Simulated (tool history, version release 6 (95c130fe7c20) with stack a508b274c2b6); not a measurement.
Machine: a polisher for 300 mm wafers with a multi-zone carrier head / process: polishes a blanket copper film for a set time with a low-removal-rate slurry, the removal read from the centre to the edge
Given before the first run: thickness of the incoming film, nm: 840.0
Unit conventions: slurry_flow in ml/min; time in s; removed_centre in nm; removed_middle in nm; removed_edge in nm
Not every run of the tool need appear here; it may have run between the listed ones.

Run 1, day 0.000: slurry_flow 270 ml/min, centre_zone 1.00, middle_zone 1.00, edge_zone 1.00, slurry_solids 1.00, time 43 s. Result: removed_centre 179.13 nm, removed_middle 183.17 nm, removed_edge 177.98 nm.
Run 2, day 0.167: slurry_flow 265 ml/min, centre_zone 0.98, middle_zone 0.98, edge_zone 0.98, slurry_solids 0.95, time 43 s. Result: removed_centre 174.69 nm, removed_middle 174.74 nm, removed_edge 176.32 nm.
Run 3, day 0.317: slurry_flow 265 ml/min, centre_zone 0.98, middle_zone 0.98, edge_zone 0.95, slurry_solids 0.95, time 43 s. Result: removed_centre 171.99 nm, removed_middle 175.01 nm, removed_edge 174.62 nm.
Run 4, day 0.442: slurry_flow 265 ml/min, centre_zone 0.98, middle_zone 0.98, edge_zone 0.87, slurry_solids 0.95, time 43 s. Result: removed_centre 174.18 nm, removed_middle 173.15 nm, removed_edge 166.64 nm.
Run 5, day 0.646: slurry_flow 255 ml/min, centre_zone 0.96, middle_zone 0.97, edge_zone 0.87, slurry_solids 0.95, time 43 s. Result: removed_centre 169.62 nm, removed_middle 167.99 nm, removed_edge 170.27 nm.
Run 6, day 0.671: slurry_flow 255 ml/min, centre_zone 0.96, middle_zone 1.01, edge_zone 0.87, slurry_solids 0.95, time 43 s. Result: removed_centre 170.63 nm, removed_middle 178.45 nm, removed_edge 167.10 nm.
Run 7, day 1.017: slurry_flow 250 ml/min, centre_zone 0.95, middle_zone 1.00, edge_zone 0.86, slurry_solids 0.90, time 43 s. Result: removed_centre 165.33 nm, removed_middle 173.92 nm, removed_edge 166.65 nm.

Run 8 comes next. What will it give?
Run 8, day 1.129: slurry_flow 245 ml/min, centre_zone 0.94, middle_zone 0.99, edge_zone 0.85, slurry_solids 0.90, time 43 s. Result: removed_centre ?, removed_middle ?, removed_edge ?.

{"run 8": {"removed_centre": 165.07, "removed_middle": 171.28, "removed_edge": 159.07}}
